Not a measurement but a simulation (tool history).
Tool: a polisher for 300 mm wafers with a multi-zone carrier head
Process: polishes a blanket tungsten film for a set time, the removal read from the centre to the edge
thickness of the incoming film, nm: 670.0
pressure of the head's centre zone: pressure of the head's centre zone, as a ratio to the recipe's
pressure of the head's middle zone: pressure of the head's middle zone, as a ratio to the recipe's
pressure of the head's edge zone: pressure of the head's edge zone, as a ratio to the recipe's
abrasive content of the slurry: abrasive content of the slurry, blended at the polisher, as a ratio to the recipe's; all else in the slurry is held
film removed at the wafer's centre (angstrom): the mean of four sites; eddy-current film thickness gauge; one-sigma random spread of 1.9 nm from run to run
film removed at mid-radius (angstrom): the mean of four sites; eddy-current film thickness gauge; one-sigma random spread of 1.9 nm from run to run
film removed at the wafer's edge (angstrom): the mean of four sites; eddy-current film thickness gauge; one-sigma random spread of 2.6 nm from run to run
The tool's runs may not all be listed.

| run | hour | flow of slurry (ml/min) | pressure of the head's centre zone | pressure of the head's middle zone | pressure of the head's edge zone | abrasive content of the slurry | polishing time (s) | film removed at the wafer's centre (angstrom) | film removed at mid-radius (angstrom) | film removed at the wafer's edge (angstrom) |
|---|---|---|---|---|---|---|---|---|---|---|
| 1 | 0.0 | 245 | 1.00 | 1.00 | 1.00 | 1.00 | 52 | 2319.4 | 2330.7 | 2298.1 |
| 2 | 6.2 | 245 | 1.00 | 1.00 | 1.00 | 0.85 | 52 | 2221.5 | 2165.9 | 2256.5 |
| 3 | 12.8 | 245 | 1.00 | 1.00 | 0.98 | 0.85 | 51 | 2165.0 | 2216.6 | 2120.3 |
| 4 | 20.9 | 245 | 0.94 | 1.00 | 0.98 | 0.85 | 51 | 2062.3 | 2179.2 | 2131.0 |
| 5 | 27.0 | 245 | 0.94 | 1.00 | 0.98 | 0.70 | 51 | 2017.4 | 2109.7 | 2081.5 |
| 6 | 27.6 | 245 | 0.94 | 0.99 | 0.97 | 0.70 | 51 | 1982.3 | 2070.2 | 2027.2 |

Estimate the outcome of run 7 from the log above:
| 7 | 35.0 | 240 | 0.94 | 0.98 | 0.96 | 0.70 | 51 | ? | ? | ? |

{"run 7": {"film removed at the wafer's centre (angstrom)": 1970.3, "film removed at mid-radius (angstrom)": 2048.4, "film removed at the wafer's edge (angstrom)": 2036.2}}
